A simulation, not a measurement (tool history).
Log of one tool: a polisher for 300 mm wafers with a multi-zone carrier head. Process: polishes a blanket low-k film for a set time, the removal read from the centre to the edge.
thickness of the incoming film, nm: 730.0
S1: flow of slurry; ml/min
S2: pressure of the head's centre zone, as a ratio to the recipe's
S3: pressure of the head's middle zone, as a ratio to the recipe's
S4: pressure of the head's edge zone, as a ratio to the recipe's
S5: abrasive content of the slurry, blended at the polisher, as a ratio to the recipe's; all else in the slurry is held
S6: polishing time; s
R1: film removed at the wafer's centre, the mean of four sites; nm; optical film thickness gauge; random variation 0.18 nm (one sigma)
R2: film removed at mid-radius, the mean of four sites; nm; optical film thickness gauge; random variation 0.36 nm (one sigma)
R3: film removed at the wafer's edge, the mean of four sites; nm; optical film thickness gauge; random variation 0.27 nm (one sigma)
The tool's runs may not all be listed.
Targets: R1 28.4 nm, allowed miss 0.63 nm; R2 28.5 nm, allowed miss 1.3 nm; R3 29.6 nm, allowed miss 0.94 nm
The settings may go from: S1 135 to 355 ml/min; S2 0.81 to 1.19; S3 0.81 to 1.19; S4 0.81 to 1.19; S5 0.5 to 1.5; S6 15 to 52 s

run  hour   S1    S2    S3    S4    S5  S6      R1      R2      R3
  1     0  225     1     1     1     1  33  19.559   17.41  17.821
  2   7.1  225  0.99  1.02  1.04  1.15  35  21.796  20.093  21.012
  3  14.5  275  0.99  1.02  1.04  1.15  35  22.554  21.108  21.089
  4  16.1  275  0.99  1.07  1.04  1.15  35  22.663  21.465  20.947
  5  19.3  275  1.06  1.07  1.04  1.15  35   24.05  22.149  20.925
  6  23.9  275  1.06  1.07  1.04     1  35   22.57  19.616  19.593
  7  31.8  275  1.06  1.07  1.04     1  35  22.429  19.997   19.45
  8  33.1  250  1.04  1.07  1.07  1.15  36  24.134  22.148  21.826
  9  34.7  235  1.02  1.06  1.09  1.25  37  25.061  23.303   23.39
 10  39.9  280  0.94  1.07  1.19   1.5  40  27.519  27.732  29.486
     45.6  -- centre zone pressure recalibrated
 11  45.6  285  0.95  1.07  1.19   1.5  40  25.247  27.832  29.266
 12  47.5  270  0.97  1.07  1.18   1.5  40  25.674  28.208  29.068

5 next moves are on the table. One of them brings every result within its allowed miss. Which?
  A  49.4  300  0.97  1.09  1.17  1.45  40   ?   ?   ?
  B  49.4  250  1.04  1.05  1.16  1.45  42   ?   ?   ?
  C  49.4  190  0.87   1.1  1.16  1.25  45   ?   ?   ?
  D  49.4  295  0.99  1.15   1.1   1.4  41   ?   ?   ?
  E  49.4  140  0.91  1.08  1.17   1.5  44   ?   ?   ?

move      R1      R2      R3
   A  25.532   27.94  28.311
   B  28.127  27.852  29.171
   C  22.679  28.113  28.527
   D  26.302  29.518  27.663
   E  23.473  27.575  29.019
A: further off than the last run
B: meets every target
C: further off than the last run
D: nearer than the last run, and not there yet
E: further off than the last run
The right move is B.
